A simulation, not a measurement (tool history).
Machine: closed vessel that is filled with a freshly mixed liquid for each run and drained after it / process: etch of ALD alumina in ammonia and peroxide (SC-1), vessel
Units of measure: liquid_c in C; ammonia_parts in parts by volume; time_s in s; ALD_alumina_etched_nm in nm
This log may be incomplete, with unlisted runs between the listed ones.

| run | hour | liquid_c | ammonia_parts | time_s | ALD_alumina_etched_nm |
|---|---|---|---|---|---|
| 1 | 0 | 52 | 0.8 | 270 | 10.319 |
| 2 | 5.2 | 53.5 | 0.8 | 270 | 11.197 |
| 3 | 9.5 | 53.5 | 1 | 270 | 11.478 |
| 4 | 18.1 | 53.5 | 1 | 290 | 12.134 |
| 5 | 19.3 | 53.5 | 1.2 | 290 | 12.494 |
| 6 | 23.4 | 49 | 1.2 | 290 | 9.727 |
| 7 | 29.6 | 50.5 | 1.2 | 290 | 10.599 |

Run 8 is up next; what results do you expect?
| 8 | 36 | 51.5 | 1.2 | 290 | ? |

ALD_alumina_etched_nm: 11.227 nm
